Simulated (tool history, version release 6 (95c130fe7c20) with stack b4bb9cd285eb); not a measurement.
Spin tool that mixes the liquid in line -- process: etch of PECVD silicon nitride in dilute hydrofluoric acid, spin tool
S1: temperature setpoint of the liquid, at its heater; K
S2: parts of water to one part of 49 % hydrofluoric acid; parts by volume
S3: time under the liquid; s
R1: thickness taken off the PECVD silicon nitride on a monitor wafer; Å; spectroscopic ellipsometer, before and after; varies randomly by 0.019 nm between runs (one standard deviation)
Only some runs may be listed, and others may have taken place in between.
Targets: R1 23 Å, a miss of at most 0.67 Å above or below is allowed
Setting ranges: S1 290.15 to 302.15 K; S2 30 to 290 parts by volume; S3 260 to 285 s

| run | hour | S1 | S2 | S3 | R1 |
|---|---|---|---|---|---|
| 1 | 0 | 294.15 | 160 | 260 | 47.206 |
| 2 | 3.5 | 293.15 | 175 | 260 | 40.876 |
| 3 | 11.4 | 292.65 | 190 | 260 | 36.828 |
| 4 | 18.2 | 290.15 | 190 | 260 | 30.566 |
| 5 | 26.8 | 290.15 | 200 | 260 | 29.149 |
| 6 | 34 | 290.15 | 200 | 285 | 32.028 |
|  | 36.2 | hydrofluoric acid flow meter replaced |
| 7 | 36.2 | 290.15 | 210 | 285 | 28.716 |
| 8 | 41.9 | 290.15 | 215 | 285 | 27.79 |
| 9 | 43.5 | 290.15 | 220 | 285 | 27.418 |
| 10 | 46.9 | 290.15 | 225 | 285 | 26.371 |
| 11 | 48.1 | 290.15 | 230 | 285 | 25.944 |
| 12 | 56.6 | 290.15 | 235 | 285 | 25.634 |
| 13 | 60.4 | 290.15 | 240 | 285 | 25.059 |
| 14 | 66.3 | 290.15 | 245 | 285 | 24.384 |
| 15 | 67.4 | 290.15 | 250 | 285 | 24.106 |

Exercise: of the 5 proposed moves below, exactly one satisfies all targets within the stated allowed misses. Which move is it?
| A | 68.5 | 291.65 | 240 | 275 | ? |
| B | 68.5 | 291.65 | 270 | 265 | ? |
| C | 68.5 | 290.65 | 230 | 275 | ? |
| D | 68.5 | 290.15 | 235 | 280 | ? |
| E | 68.5 | 290.15 | 210 | 270 | ? |

| move | R1 |
|---|---|
| A | 25.971 |
| B | 22.349 |
| C | 25.323 |
| D | 24.431 |
| E | 26.233 |
A: lands further from the targets than the last run did
B: every result within its allowed miss
C: lands further from the targets than the last run did
D: lands further from the targets than the last run did
E: lands further from the targets than the last run did
Correct choice: B, which meets every target
